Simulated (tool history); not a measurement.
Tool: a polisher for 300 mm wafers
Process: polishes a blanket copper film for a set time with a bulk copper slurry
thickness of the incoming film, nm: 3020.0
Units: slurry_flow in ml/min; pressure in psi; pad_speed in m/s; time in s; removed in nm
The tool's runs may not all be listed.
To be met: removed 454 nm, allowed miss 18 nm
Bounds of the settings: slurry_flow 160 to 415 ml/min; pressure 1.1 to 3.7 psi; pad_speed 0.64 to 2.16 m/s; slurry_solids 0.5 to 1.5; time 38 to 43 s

run  hour  slurry_flow  pressure  pad_speed  slurry_solids  time  removed
  1     0          265       2.4        1.4              1    43   371.71
  2   8.7          220       2.4        1.4              1    43   378.88
  3  10.6          220       2.4        1.7              1    43   435.21
  4  15.8          220       2.4        1.7           0.85    43   421.76
  5  18.6          220       2.5        1.7           0.85    43   433.68
  6  19.8          220       2.5       1.58           0.85    43   410.41
  7  28.2          220       2.6       1.58           0.85    43   429.32
  8  30.2          220       2.7       1.58           0.85    43   431.69

Which of these 5 next moves meets every target?
  A  32.2          215       2.9       1.24           1.15    43        ?
  B  32.2          160       3.1       1.46           0.65    41        ?
  C  32.2          285       2.7       1.68            0.9    38        ?
  D  32.2          235         3       1.54           0.95    38        ?
  E  32.2          215       2.7       1.68            0.8    43        ?

move  removed
   A   393.81
   B   394.54
   C    406.9
   D    410.7
   E   441.31
A: further off than the last run
B: further off than the last run
C: further off than the last run
D: further off than the last run
E: meets every target
Move E is the one to make.

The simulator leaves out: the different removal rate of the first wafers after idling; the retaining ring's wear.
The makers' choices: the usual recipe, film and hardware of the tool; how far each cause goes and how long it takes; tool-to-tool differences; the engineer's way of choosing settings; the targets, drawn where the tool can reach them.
